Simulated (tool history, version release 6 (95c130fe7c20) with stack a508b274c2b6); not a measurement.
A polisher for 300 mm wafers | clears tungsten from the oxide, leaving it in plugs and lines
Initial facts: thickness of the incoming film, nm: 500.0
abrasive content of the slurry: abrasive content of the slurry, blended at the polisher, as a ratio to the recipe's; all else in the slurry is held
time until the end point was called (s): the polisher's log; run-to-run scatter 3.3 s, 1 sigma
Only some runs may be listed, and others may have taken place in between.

run,hour,flow of slurry (ml/min),pressure of the wafer on the pad (psi),speed of the pad under the wafer (m/s),abrasive content of the slurry,overpolish time after the end point (s),time until the end point was called (s)
1,0,255,2.7,1.18,1,41,172.14
2,1.9,255,2.7,1.46,1,41,139.41
3,3.4,255,2.3,1.4,1,41,166.29
4,7.5,255,2.3,1.4,0.8,41,177.8
5,13.9,255,2,1.38,0.8,41,207.54
6,20.5,255,1.8,1.38,0.8,41,227.64
7,26.5,255,1.7,1.38,0.8,41,234.06

The next listed run, before its measurement:
8,33.5,255,1.6,1.38,0.8,41,?

Run 8 yielded time until the end point was called (s) 250.07.
